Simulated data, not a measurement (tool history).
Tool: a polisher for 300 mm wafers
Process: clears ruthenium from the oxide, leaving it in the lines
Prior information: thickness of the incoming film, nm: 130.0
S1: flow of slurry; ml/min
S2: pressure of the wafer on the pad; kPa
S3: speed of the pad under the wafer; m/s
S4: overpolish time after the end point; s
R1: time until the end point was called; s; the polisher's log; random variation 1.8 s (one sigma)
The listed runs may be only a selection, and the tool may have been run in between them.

run 1 day=0.000 | S1=310 S2=17.2 S3=1.22 S4=7 | R1=71.444
run 2 day=0.121 | S1=310 S2=17.2 S3=1.22 S4=7 | R1=73.100
run 3 day=0.442 | S1=310 S2=17.2 S3=1.42 S4=7 | R1=61.872
run 4 day=0.488 | S1=310 S2=15.2 S3=1.40 S4=7 | R1=70.977
run 5 day=0.521 | S1=310 S2=15.2 S3=1.62 S4=7 | R1=60.770
run 6 day=0.750 | S1=310 S2=13.8 S3=1.58 S4=7 | R1=66.973
run 7 day=1.079 | S1=310 S2=12.4 S3=1.54 S4=7 | R1=75.810
run 8 day=1.404 | S1=310 S2=11.7 S3=1.52 S4=7 | R1=77.467
run 9 day=1.575 | S1=310 S2=11.0 S3=1.48 S4=7 | R1=85.213
run 10 day=1.892 | S1=310 S2=11.0 S3=1.48 S4=7 | R1=82.115
run 11 day=2.158 | S1=310 S2=10.3 S3=1.44 S4=7 | R1=90.595
run 12 day=2.246 | S1=310 S2=9.7 S3=1.42 S4=7 | R1=96.615
run 13 day=2.333 | S1=310 S2=9.0 S3=1.42 S4=7 | R1=98.117

Run 14 is up next; what results do you expect?
run 14 day=2.533 | S1=310 S2=7.6 S3=1.34 S4=7 | R1=?

{"run 14": {"R1": 119.93}}
